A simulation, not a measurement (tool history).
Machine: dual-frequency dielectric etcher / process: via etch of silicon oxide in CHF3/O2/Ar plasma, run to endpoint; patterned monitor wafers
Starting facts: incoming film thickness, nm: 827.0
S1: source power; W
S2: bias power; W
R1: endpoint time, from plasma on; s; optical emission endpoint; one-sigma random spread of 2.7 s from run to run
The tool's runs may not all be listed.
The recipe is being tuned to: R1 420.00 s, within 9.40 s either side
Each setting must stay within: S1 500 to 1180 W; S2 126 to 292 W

run,hour,S1,S2,R1
1,0.0,840,209,351.54
2,8.2,840,238,329.36
3,10.3,990,238,309.71
4,16.5,880,238,322.97
5,21.9,880,225,336.96
6,30.6,990,225,319.27
7,34.2,820,183,372.58
8,36.6,750,178,391.71
9,41.3,710,176,399.72
10,43.4,680,174,407.23

Next run, 5 choices. One meets every target within its allowed miss, the rest don't. Which?
A,45.5,550,197,?
B,45.5,660,185,?
C,45.5,690,198,?
D,45.5,570,215,?
E,45.5,750,167,?

move,R1
A,422.83
B,405.72
C,387.88
D,402.14
E,403.50
A: meets every target
B: its largest miss is bigger than the last run's
C: its largest miss is bigger than the last run's
D: its largest miss is bigger than the last run's
E: its largest miss is bigger than the last run's
Answer: A

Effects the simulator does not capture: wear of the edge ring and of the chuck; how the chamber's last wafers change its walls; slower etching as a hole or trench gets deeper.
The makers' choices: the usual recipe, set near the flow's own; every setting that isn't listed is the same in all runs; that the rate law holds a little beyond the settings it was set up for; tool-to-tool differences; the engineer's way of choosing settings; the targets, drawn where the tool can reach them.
